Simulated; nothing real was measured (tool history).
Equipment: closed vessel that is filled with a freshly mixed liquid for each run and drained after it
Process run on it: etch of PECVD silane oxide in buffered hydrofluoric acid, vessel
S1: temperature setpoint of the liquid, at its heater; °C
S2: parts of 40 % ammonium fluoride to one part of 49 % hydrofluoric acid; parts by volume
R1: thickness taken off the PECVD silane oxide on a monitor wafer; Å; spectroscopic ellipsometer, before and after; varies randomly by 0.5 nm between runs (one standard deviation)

Run 1, hour 0: S1 23 °C, S2 14.5 parts by volume, time in the liquid (s) 30. Result: R1 398.18 Å.
Run 2, hour 1.3: S1 24 °C, S2 14.5 parts by volume, time in the liquid (s) 30. Result: R1 419.23 Å.
Run 3, hour 7.1: S1 24 °C, S2 14.5 parts by volume, time in the liquid (s) 30. Result: R1 415.14 Å.
Run 4, hour 10.8: S1 25.5 °C, S2 14.5 parts by volume, time in the liquid (s) 30. Result: R1 452.9 Å.
Run 5, hour 19.6: S1 26 °C, S2 14.5 parts by volume, time in the liquid (s) 30. Result: R1 465.56 Å.
Run 6, hour 22.4: S1 26.5 °C, S2 14.5 parts by volume, time in the liquid (s) 30. Result: R1 489.86 Å.
Run 7, hour 27.7: S1 27 °C, S2 14.5 parts by volume, time in the liquid (s) 30. Result: R1 498.03 Å.
Run 8, hour 32.1: S1 27.5 °C, S2 14.5 parts by volume, time in the liquid (s) 30. Result: R1 511.2 Å.

Run 9, settings as shown, results not yet in. Your forecast:
Run 9, hour 38.9: S1 28.5 °C, S2 14.5 parts by volume, time in the liquid (s) 30. Result: R1 ?.

Run 9 gave R1 532.15 Å.
